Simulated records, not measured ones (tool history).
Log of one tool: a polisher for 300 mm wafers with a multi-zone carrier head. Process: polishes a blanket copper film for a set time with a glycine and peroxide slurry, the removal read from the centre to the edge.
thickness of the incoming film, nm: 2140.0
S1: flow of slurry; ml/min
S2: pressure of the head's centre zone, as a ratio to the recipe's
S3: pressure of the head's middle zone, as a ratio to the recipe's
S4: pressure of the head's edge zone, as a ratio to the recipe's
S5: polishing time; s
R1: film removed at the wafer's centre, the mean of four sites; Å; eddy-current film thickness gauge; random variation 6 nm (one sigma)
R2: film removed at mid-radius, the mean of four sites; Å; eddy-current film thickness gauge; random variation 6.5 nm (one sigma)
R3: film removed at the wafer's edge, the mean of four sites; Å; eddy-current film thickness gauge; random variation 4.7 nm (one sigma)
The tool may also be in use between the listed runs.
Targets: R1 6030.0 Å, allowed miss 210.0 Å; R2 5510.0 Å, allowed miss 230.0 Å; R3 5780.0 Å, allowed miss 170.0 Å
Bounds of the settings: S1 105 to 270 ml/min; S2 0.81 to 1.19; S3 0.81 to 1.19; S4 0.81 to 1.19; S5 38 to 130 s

{"run": 1, "hour": 0.0, "S1": 175, "S2": 1.0, "S3": 1.0, "S4": 1.0, "S5": 84, "R1": 4652.4, "R2": 4706.8, "R3": 4730.4}
{"run": 2, "hour": 6.0, "S1": 180, "S2": 1.02, "S3": 1.0, "S4": 1.02, "S5": 85, "R1": 4838.9, "R2": 4729.7, "R3": 4853.0}
{"run": 3, "hour": 12.6, "S1": 185, "S2": 1.03, "S3": 1.01, "S4": 1.04, "S5": 86, "R1": 4953.2, "R2": 4870.9, "R3": 4864.4}
{"run": 4, "hour": 14.1, "S1": 185, "S2": 1.03, "S3": 1.0, "S4": 1.04, "S5": 88, "R1": 5133.1, "R2": 5012.6, "R3": 4986.0}
{"run": 5, "hour": 21.0, "S1": 185, "S2": 1.03, "S3": 1.08, "S4": 1.04, "S5": 88, "R1": 5133.4, "R2": 5218.2, "R3": 5073.3}
{"run": 6, "hour": 21.9, "S1": 185, "S2": 1.11, "S3": 1.08, "S4": 1.04, "S5": 88, "R1": 5451.9, "R2": 5211.9, "R3": 4979.2}
{"run": 7, "hour": 26.9, "S1": 190, "S2": 1.11, "S3": 1.07, "S4": 1.06, "S5": 89, "R1": 5391.0, "R2": 5210.7, "R3": 5110.2}
{"run": 8, "hour": 30.9, "S1": 195, "S2": 1.12, "S3": 1.06, "S4": 1.07, "S5": 90, "R1": 5626.3, "R2": 5300.6, "R3": 5237.9}
{"run": 9, "hour": 34.6, "S1": 200, "S2": 1.12, "S3": 1.06, "S4": 1.08, "S5": 90, "R1": 5612.1, "R2": 5312.2, "R3": 5326.2}
{"run": 10, "hour": 40.6, "S1": 205, "S2": 1.13, "S3": 1.06, "S4": 1.09, "S5": 90, "R1": 5682.7, "R2": 5192.8, "R3": 5290.8}

Which of these 4 next moves meets every target?
{"run": "A", "hour": 46.6, "S1": 215, "S2": 1.02, "S3": 1.01, "S4": 1.19, "S5": 98, "R1": "?", "R2": "?", "R3": "?"}
{"run": "B", "hour": 46.6, "S1": 190, "S2": 1.16, "S3": 1.08, "S4": 1.17, "S5": 94, "R1": "?", "R2": "?", "R3": "?"}
{"run": "C", "hour": 46.6, "S1": 175, "S2": 1.09, "S3": 1.09, "S4": 1.11, "S5": 93, "R1": "?", "R2": "?", "R3": "?"}
{"run": "D", "hour": 46.6, "S1": 210, "S2": 1.14, "S3": 1.04, "S4": 1.13, "S5": 105, "R1": "?", "R2": "?", "R3": "?"}

move=A R1=5647.5 R2=5634.4 R3=6187.6
move=B R1=5999.1 R2=5647.9 R3=5824.1
move=C R1=5559.7 R2=5587.2 R3=5573.0
move=D R1=6669.1 R2=6171.3 R3=6440.4
A: takes the result that was furthest off past its target
B: meets every target
C: nearer than the last run, and not there yet
D: takes the result that was furthest off past its target
Answer: B

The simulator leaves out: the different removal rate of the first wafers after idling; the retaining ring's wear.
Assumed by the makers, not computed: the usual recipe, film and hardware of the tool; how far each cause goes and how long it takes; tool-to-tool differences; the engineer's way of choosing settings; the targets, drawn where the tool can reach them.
